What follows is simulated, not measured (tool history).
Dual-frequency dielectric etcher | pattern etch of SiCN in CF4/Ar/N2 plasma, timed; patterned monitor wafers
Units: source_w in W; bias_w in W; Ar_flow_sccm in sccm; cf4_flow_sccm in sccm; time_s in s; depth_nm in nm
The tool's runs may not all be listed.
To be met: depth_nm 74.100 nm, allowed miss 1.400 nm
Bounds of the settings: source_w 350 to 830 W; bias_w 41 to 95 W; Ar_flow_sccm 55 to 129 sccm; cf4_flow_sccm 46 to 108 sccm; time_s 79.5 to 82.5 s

run	day	source_w	bias_w	Ar_flow_sccm	cf4_flow_sccm	time_s	depth_nm
1	0.000	590	68	92	77	79.5	84.082
2	0.112	570	68	92	77	79.5	81.175
3	0.258	560	68	92	77	79.5	79.776
4	0.383	550	68	92	77	79.5	78.434
5	0.625	550	68	92	77	82.5	82.240
6	0.783	540	68	92	77	82.5	80.496
7	1.100	530	68	92	77	82.5	78.050
8	1.333	530	68	92	77	82.5	79.624
9	1.458	520	68	92	77	82.5	77.845
10	1.829	510	68	92	77	82.5	76.196

Which of these 5 next moves meets every target?
A	2.200	520	64	94	71	81.5	?
B	2.200	520	72	93	80	82.5	?
C	2.200	530	62	87	81	81.5	?
D	2.200	520	74	98	79	81.0	?
E	2.200	530	70	94	84	80.5	?

move	depth_nm
A	74.782
B	80.093
C	78.041
D	78.394
E	79.195
A: meets every target
B: further off than the last run
C: further off than the last run
D: further off than the last run
E: further off than the last run
Move A is the one to make.
